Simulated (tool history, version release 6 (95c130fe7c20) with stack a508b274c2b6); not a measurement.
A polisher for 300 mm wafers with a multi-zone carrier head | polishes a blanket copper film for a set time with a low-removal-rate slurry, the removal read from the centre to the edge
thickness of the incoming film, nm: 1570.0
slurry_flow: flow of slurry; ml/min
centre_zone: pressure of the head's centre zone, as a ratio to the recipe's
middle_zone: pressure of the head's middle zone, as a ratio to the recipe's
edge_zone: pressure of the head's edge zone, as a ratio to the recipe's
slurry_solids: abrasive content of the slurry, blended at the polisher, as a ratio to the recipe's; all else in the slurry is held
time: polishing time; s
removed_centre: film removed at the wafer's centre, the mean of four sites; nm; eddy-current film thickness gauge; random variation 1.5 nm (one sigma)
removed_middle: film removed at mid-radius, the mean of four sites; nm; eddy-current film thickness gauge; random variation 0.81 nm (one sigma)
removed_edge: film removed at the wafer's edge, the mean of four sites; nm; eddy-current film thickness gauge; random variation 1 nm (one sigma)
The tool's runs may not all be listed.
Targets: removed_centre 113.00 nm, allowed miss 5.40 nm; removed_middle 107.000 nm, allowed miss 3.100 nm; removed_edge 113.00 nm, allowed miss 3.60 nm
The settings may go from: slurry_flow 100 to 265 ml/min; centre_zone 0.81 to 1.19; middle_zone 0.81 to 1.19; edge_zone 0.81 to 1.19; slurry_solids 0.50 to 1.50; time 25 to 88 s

run    day  slurry_flow  centre_zone  middle_zone  edge_zone  slurry_solids  time  removed_centre  removed_middle  removed_edge
  1  0.000          170         1.00         1.00       1.00           1.00    56          193.00         195.760        198.53
  2  0.104          170         1.00         0.92       1.00           1.00    56          189.80         183.470        195.19
  3  0.421          170         1.00         0.92       1.00           1.20    56          203.48         190.990        203.42
  4  0.742          170         1.00         0.92       1.00           1.20    63          232.70         217.540        230.17
  5  1.067          170         1.03         0.92       1.00           1.20    63          239.05         216.590        229.57
  6  1.117          170         1.03         0.92       1.00           1.20    51          195.09         173.640        186.68
  7  1.462          165         1.02         0.90       0.96           1.05    47          163.75         154.570        162.95
  8  1.667          165         1.02         0.90       0.96           1.05    47          167.54         153.660        165.65
  9  1.804          160         1.03         0.90       0.93           0.90    44          152.69         138.250        143.43
 10  1.971          150         1.01         0.88       0.91           0.80    43          139.93         125.560        133.78
 11  2.121          145         0.99         0.88       0.89           0.75    43          133.41         123.130        128.37
 12  2.179          135         0.97         0.87       0.87           0.75    43          126.88         120.050        129.70
 13  2.508          135         0.97         0.87       0.86           0.70    43          125.41         118.950        125.35
 14  2.542          115         0.93         0.81       0.82           0.50    42          102.30          95.730        106.32
 15  2.762          130         0.93         0.82       0.82           0.50    42          105.58         101.100        109.70
 16  3.042          135         0.94         0.82       0.82           0.50    42          109.00          98.882        109.58
 17  3.146          140         0.94         0.83       0.82           0.50    42          112.78         103.030        108.75

4 next moves are on the table. One of them brings every result within its allowed miss. Which?
  A  3.250          150         0.94         0.88       0.81           0.50    40               ?               ?             ?
  B  3.250          125         0.95         0.85       0.82           0.55    43               ?               ?             ?
  C  3.250          225         0.98         0.92       0.81           0.50    37               ?               ?             ?
  D  3.250          135         0.95         0.81       0.82           0.50    41               ?               ?             ?

move  removed_centre  removed_middle  removed_edge
   A          106.58         104.050        105.06
   B          114.78         108.200        114.10
   C          109.59         105.670        101.25
   D          108.19          97.893        107.01
A: brings the result that was furthest off to its target, and leaves another outside
B: meets every target
C: brings the result that was furthest off to its target, and leaves another outside
D: further off than the last run
The right move is B.

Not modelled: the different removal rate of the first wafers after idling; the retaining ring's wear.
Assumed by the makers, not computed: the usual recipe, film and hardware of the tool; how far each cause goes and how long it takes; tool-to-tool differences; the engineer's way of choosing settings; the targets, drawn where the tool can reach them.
